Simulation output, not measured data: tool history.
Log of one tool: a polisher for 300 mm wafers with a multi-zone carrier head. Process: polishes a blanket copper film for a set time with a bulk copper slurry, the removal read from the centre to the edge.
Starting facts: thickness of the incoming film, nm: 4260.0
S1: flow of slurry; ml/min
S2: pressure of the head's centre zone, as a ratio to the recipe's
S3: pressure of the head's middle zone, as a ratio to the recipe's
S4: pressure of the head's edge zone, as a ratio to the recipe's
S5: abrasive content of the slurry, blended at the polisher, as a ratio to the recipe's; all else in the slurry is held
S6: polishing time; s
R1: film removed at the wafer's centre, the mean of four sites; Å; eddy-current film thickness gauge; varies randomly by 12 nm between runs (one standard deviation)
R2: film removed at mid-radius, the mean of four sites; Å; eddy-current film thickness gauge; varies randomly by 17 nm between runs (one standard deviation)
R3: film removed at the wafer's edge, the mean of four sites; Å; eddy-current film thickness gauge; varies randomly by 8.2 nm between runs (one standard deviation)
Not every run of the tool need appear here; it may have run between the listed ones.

| run | hour | S1 | S2 | S3 | S4 | S5 | S6 | R1 | R2 | R3 |
|---|---|---|---|---|---|---|---|---|---|---|
| 1 | 0 | 260 | 1 | 1 | 1 | 1 | 85 | 12948 | 13639 | 13069 |
| 2 | 3.1 | 205 | 1 | 1 | 1 | 1 | 85 | 12522 | 12663 | 12715 |
| 3 | 9.9 | 205 | 1.02 | 1.01 | 0.96 | 0.85 | 84 | 11904 | 12428 | 11857 |
| 4 | 18.8 | 205 | 1.02 | 1.01 | 0.96 | 0.85 | 65 | 9446.2 | 9461.1 | 9143.5 |
| 5 | 24.9 | 205 | 1.02 | 1.01 | 0.96 | 0.85 | 79 | 11393 | 11361 | 11105 |
| 6 | 25.4 | 205 | 1.02 | 1.01 | 0.92 | 0.85 | 79 | 11653 | 11695 | 10957 |
| 7 | 28.3 | 205 | 1.02 | 1.01 | 0.92 | 0.85 | 79 | 11461 | 11647 | 11104 |

Run 8 is up next; what results do you expect?
| 8 | 36.8 | 200 | 1.05 | 1.02 | 0.91 | 0.8 | 79 | ? | ? | ? |

R1: 11496 Å
R2: 11576 Å
R3: 10681 Å
